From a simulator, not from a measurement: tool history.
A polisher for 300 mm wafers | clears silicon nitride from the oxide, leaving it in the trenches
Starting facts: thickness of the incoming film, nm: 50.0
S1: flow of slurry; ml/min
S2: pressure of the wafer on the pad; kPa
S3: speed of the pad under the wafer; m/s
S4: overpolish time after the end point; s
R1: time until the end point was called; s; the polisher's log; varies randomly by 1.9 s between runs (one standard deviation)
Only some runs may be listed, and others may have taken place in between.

run,hour,S1,S2,S3,S4,R1
1,0.0,245,12.4,1.18,23,67.984
2,8.7,200,12.4,1.18,23,68.787
3,13.2,235,12.4,1.18,23,66.336
4,18.3,235,11.0,1.16,23,75.659
5,20.6,235,11.0,1.38,23,64.378
6,25.0,235,9.7,1.34,23,77.768
7,26.1,235,9.0,1.32,23,83.167
8,31.8,235,8.3,1.32,23,88.273

Expected results for the next run?
9,35.8,235,7.6,1.32,23,?

R1: 97.806 s
